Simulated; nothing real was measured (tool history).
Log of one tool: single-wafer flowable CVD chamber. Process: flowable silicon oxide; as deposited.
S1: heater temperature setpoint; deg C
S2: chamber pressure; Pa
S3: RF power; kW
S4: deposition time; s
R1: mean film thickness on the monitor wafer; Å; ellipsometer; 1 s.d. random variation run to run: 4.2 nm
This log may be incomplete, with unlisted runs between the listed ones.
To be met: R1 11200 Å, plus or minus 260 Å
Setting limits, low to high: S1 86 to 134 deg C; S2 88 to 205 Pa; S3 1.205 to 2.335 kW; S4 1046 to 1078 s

{"run": 1, "hour": 0.0, "S1": 110, "S2": 147, "S3": 1.77, "S4": 1046, "R1": 6872.5}
{"run": 2, "hour": 2.9, "S1": 106, "S2": 147, "S3": 1.77, "S4": 1046, "R1": 7720.5}
{"run": 3, "hour": 10.5, "S1": 106, "S2": 129, "S3": 1.77, "S4": 1046, "R1": 6816.1}
{"run": 4, "hour": 14.4, "S1": 106, "S2": 129, "S3": 1.55, "S4": 1046, "R1": 6514.1}
{"run": 5, "hour": 21.8, "S1": 106, "S2": 105, "S3": 1.55, "S4": 1046, "R1": 5285.9}
{"run": 6, "hour": 23.1, "S1": 106, "S2": 105, "S3": 1.645, "S4": 1046, "R1": 5394.3}
{"run": 7, "hour": 25.7, "S1": 94, "S2": 120, "S3": 1.66, "S4": 1047, "R1": 8762.6}
{"run": 8, "hour": 26.6, "S1": 92, "S2": 120, "S3": 1.66, "S4": 1047, "R1": 9369}
{"run": 9, "hour": 35.4, "S1": 91, "S2": 120, "S3": 1.66, "S4": 1047, "R1": 9587.8}

Below are 5 possible settings for the next run. Only one of them brings all results inside the allowed miss of their targets. Which is it?
{"run": "A", "hour": 44.2, "S1": 88, "S2": 137, "S3": 1.51, "S4": 1054, "R1": "?"}
{"run": "B", "hour": 44.2, "S1": 87, "S2": 121, "S3": 1.775, "S4": 1059, "R1": "?"}
{"run": "C", "hour": 44.2, "S1": 91, "S2": 125, "S3": 1.85, "S4": 1073, "R1": "?"}
{"run": "D", "hour": 44.2, "S1": 87, "S2": 116, "S3": 1.675, "S4": 1059, "R1": "?"}
{"run": "E", "hour": 44.2, "S1": 89, "S2": 131, "S3": 1.875, "S4": 1078, "R1": "?"}

move=A R1=11750
move=B R1=11267
move=C R1=10617
move=D R1=10566
move=E R1=11858
A: takes the biggest miss from the last run beyond its target
B: hits every target within its allowed miss
C: closer than the last run, but not yet in spec
D: closer than the last run, but not yet in spec
E: takes the biggest miss from the last run beyond its target
Answer: B
